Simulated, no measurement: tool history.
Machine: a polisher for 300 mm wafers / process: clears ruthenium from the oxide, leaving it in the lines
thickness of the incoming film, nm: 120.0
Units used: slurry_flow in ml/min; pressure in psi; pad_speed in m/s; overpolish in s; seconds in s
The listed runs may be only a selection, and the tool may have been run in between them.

{"run": 1, "hour": 0.0, "slurry_flow": 255, "pressure": 2.7, "pad_speed": 1.06, "overpolish": 23, "seconds": 69.173}
{"run": 2, "hour": 6.6, "slurry_flow": 255, "pressure": 2.7, "pad_speed": 1.06, "overpolish": 24, "seconds": 68.239}
{"run": 3, "hour": 7.3, "slurry_flow": 255, "pressure": 2.7, "pad_speed": 0.88, "overpolish": 24, "seconds": 82.518}
{"run": 4, "hour": 12.0, "slurry_flow": 255, "pressure": 2.7, "pad_speed": 1.14, "overpolish": 24, "seconds": 63.75}
{"run": 5, "hour": 20.0, "slurry_flow": 255, "pressure": 2.7, "pad_speed": 1.14, "overpolish": 24, "seconds": 63.139}
{"run": 6, "hour": 22.8, "slurry_flow": 255, "pressure": 2.1, "pad_speed": 1.14, "overpolish": 24, "seconds": 77.488}
{"run": 7, "hour": 31.5, "slurry_flow": 255, "pressure": 2, "pad_speed": 1.12, "overpolish": 24, "seconds": 83.806}
{"run": 8, "hour": 38.8, "slurry_flow": 255, "pressure": 1.9, "pad_speed": 1.1, "overpolish": 24, "seconds": 88.916}
{"run": 9, "hour": 43.5, "slurry_flow": 255, "pressure": 1.8, "pad_speed": 1.08, "overpolish": 24, "seconds": 90.433}

Predict the results of run 10:
{"run": 10, "hour": 49.3, "slurry_flow": 255, "pressure": 1.7, "pad_speed": 1.06, "overpolish": 24, "seconds": "?"}

{"run 10": {"seconds": 95.814}}
